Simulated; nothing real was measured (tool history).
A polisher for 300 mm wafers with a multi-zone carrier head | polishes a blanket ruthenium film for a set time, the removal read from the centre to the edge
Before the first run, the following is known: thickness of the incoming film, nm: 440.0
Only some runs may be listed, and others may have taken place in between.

run    day  flow of slurry (ml/min)  pressure of the head's centre zone  pressure of the head's middle zone  pressure of the head's edge zone  polishing time (s)  film removed at the wafer's centre (nm)  film removed at mid-radius (nm)  film removed at the wafer's edge (nm)
  1  0.000                      240                                1.00                                1.00                              1.00                  42                                   57.483                           57.212                                 55.000
  2  0.092                      250                                1.02                                1.04                              1.04                  45                                   63.587                           64.863                                 62.573
  3  0.342                      225                                1.02                                1.04                              1.04                  45                                   63.588                           63.359                                 62.329
  4  0.542                      225                                1.02                                1.10                              1.04                  45                                   63.068                           66.444                                 61.015
  5  0.662                      225                                1.10                                1.10                              1.04                  45                                   68.280                           67.031                                 60.829
  6  0.775                      225                                1.10                                1.10                              1.10                  45                                   68.210                           66.062                                 62.090

The next listed run, before its measurement:
  7  1.067                      240                                1.10                                1.12                              1.12                  47                                        ?                                ?                                      ?

Logged for run 7: film removed at the wafer's centre (nm) 70.825, film removed at mid-radius (nm) 70.789, film removed at the wafer's edge (nm) 66.358.
